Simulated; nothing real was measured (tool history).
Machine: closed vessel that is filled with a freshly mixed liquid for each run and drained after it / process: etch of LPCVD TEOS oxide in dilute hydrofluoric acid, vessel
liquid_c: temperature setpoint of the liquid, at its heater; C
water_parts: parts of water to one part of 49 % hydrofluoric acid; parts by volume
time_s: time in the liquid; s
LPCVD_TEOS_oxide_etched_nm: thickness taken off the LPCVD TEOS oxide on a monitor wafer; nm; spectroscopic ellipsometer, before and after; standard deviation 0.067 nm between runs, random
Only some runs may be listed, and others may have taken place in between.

{"run": 1, "hour": 0.0, "liquid_c": 25, "water_parts": 100, "time_s": 30, "LPCVD_TEOS_oxide_etched_nm": 12.099}
{"run": 2, "hour": 8.1, "liquid_c": 26.5, "water_parts": 95, "time_s": 30, "LPCVD_TEOS_oxide_etched_nm": 13.492}
{"run": 3, "hour": 9.4, "liquid_c": 27.5, "water_parts": 95, "time_s": 30, "LPCVD_TEOS_oxide_etched_nm": 14.161}
{"run": 4, "hour": 15.3, "liquid_c": 27.5, "water_parts": 95, "time_s": 30, "LPCVD_TEOS_oxide_etched_nm": 14.221}
{"run": 5, "hour": 19.5, "liquid_c": 28.5, "water_parts": 95, "time_s": 30, "LPCVD_TEOS_oxide_etched_nm": 14.718}
{"run": 6, "hour": 24.2, "liquid_c": 29.5, "water_parts": 95, "time_s": 30, "LPCVD_TEOS_oxide_etched_nm": 15.331}

Run 7 is up next; what results do you expect?
{"run": 7, "hour": 26.0, "liquid_c": 30, "water_parts": 95, "time_s": 30, "LPCVD_TEOS_oxide_etched_nm": "?"}

Run 7 gave LPCVD_TEOS_oxide_etched_nm 15.505 nm.
